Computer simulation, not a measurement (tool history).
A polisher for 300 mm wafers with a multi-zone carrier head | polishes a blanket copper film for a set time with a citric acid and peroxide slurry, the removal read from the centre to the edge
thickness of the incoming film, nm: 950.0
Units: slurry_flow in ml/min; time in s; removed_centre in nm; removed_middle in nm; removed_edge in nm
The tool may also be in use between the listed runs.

run	hour	slurry_flow	centre_zone	middle_zone	edge_zone	slurry_solids	time	removed_centre	removed_middle	removed_edge
1	0	135	1	1	1	1	68	155.27	156.02	163.51
2	5.2	125	0.95	0.96	0.97	0.85	60	123.11	125.06	133.35
3	12.1	115	0.91	0.92	0.95	0.75	57	105.29	110.24	119.54
4	14.1	105	0.89	0.89	0.94	0.65	55	92.993	98.605	108.16
5	22.4	100	0.88	0.86	0.93	0.6	55	87.127	91.672	104.82
6	24.2	95	0.88	0.85	0.9	0.6	55	86.768	87.996	99.767
7	29.3	90	0.87	0.84	0.9	0.6	55	83.258	86.648	100.35

Run 8 comes next. What will it give?
8	37.7	90	0.87	0.84	0.9	0.6	55	?	?	?

removed_centre: 83.902 nm
removed_middle: 83.778 nm
removed_edge: 100.09 nm
